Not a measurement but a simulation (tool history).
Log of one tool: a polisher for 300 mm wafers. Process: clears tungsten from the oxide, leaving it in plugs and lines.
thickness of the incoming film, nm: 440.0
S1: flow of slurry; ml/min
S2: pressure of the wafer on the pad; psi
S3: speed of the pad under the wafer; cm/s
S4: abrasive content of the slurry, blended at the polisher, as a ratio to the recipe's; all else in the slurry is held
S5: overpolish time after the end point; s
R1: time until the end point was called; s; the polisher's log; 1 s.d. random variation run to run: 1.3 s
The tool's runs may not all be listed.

run  hour   S1   S2   S3   S4  S5       R1
  1   0.0  185  3.0  112  1.0  51  120.110
  2   6.7  185  3.0  112  1.0  54  120.840
  3  10.9  185  2.4  112  1.0  54  148.640
  4  18.8  185  3.0  116  1.0  54  121.420
  5  27.6  140  3.0  116  1.0  54  122.270
  6  32.5  175  3.0  116  1.0  54  117.780
  7  36.6  175  3.4  118  1.0  54  105.590
  8  39.9  175  3.7  120  1.0  54   91.988
  9  48.3  175  3.9  122  1.0  54   90.355
 10  50.3  175  4.1  124  1.0  54   85.175

Run 11, settings as shown, results not yet in. Your forecast:
 11  53.3  175  4.2  126  1.0  54   ?

R1: 83.610 s
